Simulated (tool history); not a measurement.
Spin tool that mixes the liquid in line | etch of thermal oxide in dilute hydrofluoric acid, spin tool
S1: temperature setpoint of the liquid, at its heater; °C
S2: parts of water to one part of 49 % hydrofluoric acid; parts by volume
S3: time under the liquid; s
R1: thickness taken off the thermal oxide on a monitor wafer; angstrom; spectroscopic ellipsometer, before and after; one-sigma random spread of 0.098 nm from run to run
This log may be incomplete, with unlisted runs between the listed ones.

| run | hour | S1 | S2 | S3 | R1 |
|---|---|---|---|---|---|
| 1 | 0 | 25 | 170 | 315 | 86.696 |
| 2 | 5.7 | 25 | 170 | 315 | 85.732 |
| 3 | 13.8 | 26.5 | 170 | 315 | 90.099 |
| 4 | 19.2 | 28.5 | 170 | 315 | 98.33 |
| 5 | 23.3 | 29.5 | 170 | 315 | 101.3 |
| 6 | 25.2 | 30 | 170 | 315 | 102.57 |
| 7 | 29.8 | 30.5 | 170 | 315 | 104.94 |
| 8 | 30.7 | 31 | 170 | 315 | 107.55 |
| 9 | 37.8 | 31 | 170 | 315 | 105.2 |
| 10 | 44 | 31.5 | 170 | 315 | 108.25 |

Predict the results of run 11:
| 11 | 47.4 | 32 | 170 | 315 | ? |

Run 11 yielded R1 110.54 angstrom.

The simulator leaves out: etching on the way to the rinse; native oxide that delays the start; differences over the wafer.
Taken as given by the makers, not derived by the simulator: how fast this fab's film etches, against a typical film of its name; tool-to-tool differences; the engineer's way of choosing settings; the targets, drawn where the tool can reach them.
